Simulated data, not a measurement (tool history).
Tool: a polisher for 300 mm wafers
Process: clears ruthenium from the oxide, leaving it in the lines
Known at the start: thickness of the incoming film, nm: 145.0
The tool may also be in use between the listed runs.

| run | day | flow of slurry (ml/min) | pressure of the wafer on the pad (psi) | speed of the pad under the wafer (cm/s) | overpolish time after the end point (s) | time until the end point was called (s) |
|---|---|---|---|---|---|---|
| 1 | 0 | 130 | 2.2 | 88 | 45 | 99.027 |
| 2 | 0.025 | 125 | 2 | 88 | 45 | 111.5 |
| 3 | 0.162 | 125 | 2 | 102 | 45 | 97.94 |
| 4 | 0.429 | 125 | 2 | 102 | 45 | 95.919 |
| 5 | 0.55 | 125 | 1.6 | 102 | 45 | 119.58 |
| 6 | 0.608 | 125 | 1.6 | 94 | 45 | 131.36 |
| 7 | 0.808 | 120 | 1.5 | 94 | 45 | 137.82 |
| 8 | 1.067 | 115 | 1.5 | 94 | 45 | 141.5 |
| 9 | 1.375 | 110 | 1.5 | 94 | 45 | 145.83 |

Run 10 comes next. What will it give?
| 10 | 1.421 | 105 | 1.5 | 94 | 45 | ? |

time until the end point was called (s): 144.31
